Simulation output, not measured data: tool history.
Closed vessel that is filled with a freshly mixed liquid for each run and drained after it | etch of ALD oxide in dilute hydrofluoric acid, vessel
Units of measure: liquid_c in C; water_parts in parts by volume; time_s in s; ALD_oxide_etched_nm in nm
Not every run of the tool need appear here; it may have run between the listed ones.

| run | hour | liquid_c | water_parts | time_s | ALD_oxide_etched_nm |
|---|---|---|---|---|---|
| 1 | 0 | 24 | 120 | 345 | 31.509 |
| 2 | 1.1 | 24 | 120 | 345 | 31.982 |
| 3 | 8.5 | 22.5 | 120 | 345 | 30.099 |
| 4 | 12.6 | 22.5 | 85 | 345 | 44.216 |
| 5 | 14.1 | 21.5 | 95 | 345 | 37.565 |
| 6 | 18.3 | 20.5 | 100 | 345 | 34.141 |
| 7 | 20.9 | 20 | 105 | 345 | 31.877 |

Forecast run 8:
| 8 | 22.7 | 19.5 | 110 | 345 | ? |

Logged for run 8: ALD_oxide_etched_nm 29.515 nm.
